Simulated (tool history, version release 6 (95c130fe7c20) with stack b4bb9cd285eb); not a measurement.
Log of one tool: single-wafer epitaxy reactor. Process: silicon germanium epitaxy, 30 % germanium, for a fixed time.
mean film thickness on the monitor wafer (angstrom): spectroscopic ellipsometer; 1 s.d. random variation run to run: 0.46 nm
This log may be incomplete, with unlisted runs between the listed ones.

run  hour  wafer temperature setpoint (pyrometer-controlled) (deg C)  chamber pressure (Torr)  mean film thickness on the monitor wafer (angstrom)
  1     0                                                        610                     16.4                                                675.5
  2   3.3                                                        613                     16.5                                               720.25
  3   7.3                                                        605                     16.5                                               617.26
  4   8.6                                                        609                     16.6                                               666.16
  5  12.8                                                        609                     17.7                                               681.08
  6    20                                                        612                     17.8                                               724.76

Forecast run 7:
  7  26.7                                                        614                     17.8                                                    ?

mean film thickness on the monitor wafer (angstrom): 752.49

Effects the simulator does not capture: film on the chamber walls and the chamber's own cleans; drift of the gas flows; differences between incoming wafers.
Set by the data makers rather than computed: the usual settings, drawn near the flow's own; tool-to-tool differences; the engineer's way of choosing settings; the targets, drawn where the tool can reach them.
